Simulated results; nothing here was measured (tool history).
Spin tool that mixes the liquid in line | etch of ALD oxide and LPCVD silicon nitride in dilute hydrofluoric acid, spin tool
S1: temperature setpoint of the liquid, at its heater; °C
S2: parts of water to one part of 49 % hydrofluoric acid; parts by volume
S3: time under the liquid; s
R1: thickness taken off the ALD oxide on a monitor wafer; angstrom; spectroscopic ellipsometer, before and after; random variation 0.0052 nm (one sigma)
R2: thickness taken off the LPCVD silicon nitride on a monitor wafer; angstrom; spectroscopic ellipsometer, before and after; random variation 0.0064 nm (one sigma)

run  hour    S1   S2   S3      R1       R2
  1     0    23  295  180  55.806   3.0774
  2   2.6  21.5  365  165  36.257   1.7505
  3     7  18.5  365  165  32.916   1.7151
  4    12    18  415  150  24.843   1.0282
  5  20.1    18  415  105  17.415  0.78743
     22.8  -- hydrofluoric acid flow meter replaced
  6  22.8    18  505  105  14.733  0.81172
  7  30.3  17.5  510  100  13.632  0.59564
  8  33.9  17.5  515   95  12.775    0.788

Run 9 comes next. What will it give?
  9  36.2  17.5  520  90   ?   ?

{"run 9": {"R1": 11.907, "R2": 0.72376}}
